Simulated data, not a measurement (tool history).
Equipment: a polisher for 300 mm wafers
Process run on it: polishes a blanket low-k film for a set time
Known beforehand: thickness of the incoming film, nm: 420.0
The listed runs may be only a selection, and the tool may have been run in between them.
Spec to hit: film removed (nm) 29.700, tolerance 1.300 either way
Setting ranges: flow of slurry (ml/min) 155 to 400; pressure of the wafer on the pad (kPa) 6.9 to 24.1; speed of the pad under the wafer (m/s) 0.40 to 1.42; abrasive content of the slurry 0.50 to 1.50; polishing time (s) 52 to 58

run	hour	flow of slurry (ml/min)	pressure of the wafer on the pad (kPa)	speed of the pad under the wafer (m/s)	abrasive content of the slurry	polishing time (s)	film removed (nm)
1	0.0	255	15.2	0.90	1.00	58	17.891
2	6.3	255	19.3	0.90	1.00	58	21.390
3	7.5	255	20.7	0.92	1.00	58	23.436
4	9.3	255	20.7	0.92	1.10	58	23.806
5	17.0	255	20.7	0.84	1.10	58	23.131
6	22.1	255	20.7	0.84	1.00	58	21.879
7	22.8	255	21.4	0.88	1.00	58	23.167
8	29.1	255	24.1	1.00	1.00	58	27.619

Next run, 5 choices. One meets every target within its allowed miss, the rest don't. Which?
A	35.4	260	22.8	0.92	1.10	58	?
B	35.4	300	22.8	1.00	1.05	56	?
C	35.4	230	23.4	1.26	0.85	52	?
D	35.4	215	24.1	1.12	1.05	58	?
E	35.4	225	24.1	0.98	1.00	58	?

move	film removed (nm)
A	26.158
B	26.431
C	26.001
D	30.012
E	27.144
A: misses by more than the last run did
B: misses by more than the last run did
C: misses by more than the last run did
D: all results in spec
E: misses by more than the last run did
Go with D: it meets all targets.
